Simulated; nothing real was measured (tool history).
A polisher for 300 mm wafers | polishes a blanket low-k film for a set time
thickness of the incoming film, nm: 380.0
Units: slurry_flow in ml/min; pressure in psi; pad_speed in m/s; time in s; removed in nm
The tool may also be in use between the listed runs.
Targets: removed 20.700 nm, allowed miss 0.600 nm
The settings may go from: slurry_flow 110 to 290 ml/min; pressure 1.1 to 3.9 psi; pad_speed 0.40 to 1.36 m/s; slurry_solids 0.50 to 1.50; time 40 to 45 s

| run | hour | slurry_flow | pressure | pad_speed | slurry_solids | time | removed |
|---|---|---|---|---|---|---|---|
| 1 | 0.0 | 185 | 2.5 | 0.88 | 1.00 | 45 | 24.186 |
| 2 | 8.0 | 185 | 2.5 | 0.88 | 0.90 | 45 | 22.198 |
| 3 | 11.0 | 180 | 2.5 | 0.88 | 0.90 | 45 | 22.204 |
| 4 | 17.7 | 225 | 2.5 | 0.88 | 0.90 | 45 | 22.823 |
| 5 | 26.2 | 225 | 2.4 | 0.88 | 0.90 | 45 | 21.878 |
| 6 | 32.2 | 225 | 3.0 | 0.88 | 0.90 | 45 | 27.333 |
| 7 | 37.4 | 225 | 2.8 | 0.88 | 0.90 | 45 | 25.429 |
| 8 | 40.6 | 225 | 2.6 | 0.88 | 0.90 | 45 | 23.676 |
| 9 | 42.6 | 225 | 2.5 | 0.88 | 0.90 | 45 | 22.803 |
| 10 | 51.2 | 225 | 2.4 | 0.88 | 0.90 | 45 | 21.979 |

5 next moves are on the table. One of them brings every result within its allowed miss. Which?
| A | 59.8 | 225 | 2.4 | 0.78 | 1.05 | 42 | ? |
| B | 59.8 | 235 | 2.3 | 0.90 | 1.00 | 44 | ? |
| C | 59.8 | 250 | 2.4 | 0.88 | 0.90 | 45 | ? |
| D | 59.8 | 230 | 2.5 | 0.88 | 1.00 | 41 | ? |
| E | 59.8 | 225 | 2.6 | 0.88 | 0.85 | 44 | ? |

| move | removed |
|---|---|
| A | 20.733 |
| B | 22.734 |
| C | 22.169 |
| D | 22.507 |
| E | 22.114 |
A: meets every target
B: further off than the last run
C: further off than the last run
D: further off than the last run
E: further off than the last run
The right move is A.
